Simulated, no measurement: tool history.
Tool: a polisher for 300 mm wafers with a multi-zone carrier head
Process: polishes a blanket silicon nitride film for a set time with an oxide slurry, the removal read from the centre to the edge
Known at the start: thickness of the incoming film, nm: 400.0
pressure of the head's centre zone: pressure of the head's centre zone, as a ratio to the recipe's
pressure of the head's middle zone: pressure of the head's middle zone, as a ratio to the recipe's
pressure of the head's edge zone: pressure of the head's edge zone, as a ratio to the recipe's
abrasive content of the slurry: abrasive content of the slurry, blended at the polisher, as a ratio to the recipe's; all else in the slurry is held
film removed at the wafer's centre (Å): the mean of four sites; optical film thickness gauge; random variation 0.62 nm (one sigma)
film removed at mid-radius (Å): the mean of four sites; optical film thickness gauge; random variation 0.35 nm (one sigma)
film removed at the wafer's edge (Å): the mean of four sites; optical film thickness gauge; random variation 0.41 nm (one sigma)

run  hour  flow of slurry (ml/min)  pressure of the head's centre zone  pressure of the head's middle zone  pressure of the head's edge zone  abrasive content of the slurry  polishing time (s)  film removed at the wafer's centre (Å)  film removed at mid-radius (Å)  film removed at the wafer's edge (Å)
  1     0                      200                                   1                                   1                                 1                               1                  50                                  327.34                          314.31                                318.42
  2   3.5                      210                                1.03                                1.04                                 1                            1.05                  50                                  330.32                          330.83                                324.09
  3   9.8                      210                                1.03                                1.04                                 1                            0.85                  50                                  310.58                          303.45                                294.49
  4  17.9                      220                                1.07                                1.06                              0.97                            0.95                  51                                  344.67                          334.67                                319.43
  5  20.1                      230                                 1.1                                1.08                              0.94                            0.95                  51                                  361.01                          343.51                                307.68
  6  21.9                      230                                 1.1                                1.08                              0.94                            0.95                  41                                  295.32                          275.21                                257.73
  7  25.4                      240                                1.12                                 1.1                              0.93                             1.1                  41                                     323                          289.35                                263.92
  8  30.7                      250                                1.08                                1.19                              1.01                            1.35                  48                                  379.97                          398.65                                347.86

Run 9 comes next. What will it give?
  9  32.3                      250                                 1.1                                1.19                                 1                            1.35                  48                                       ?                               ?                                     ?

film removed at the wafer's centre (Å): 383.89
film removed at mid-radius (Å): 401.3
film removed at the wafer's edge (Å): 341.59
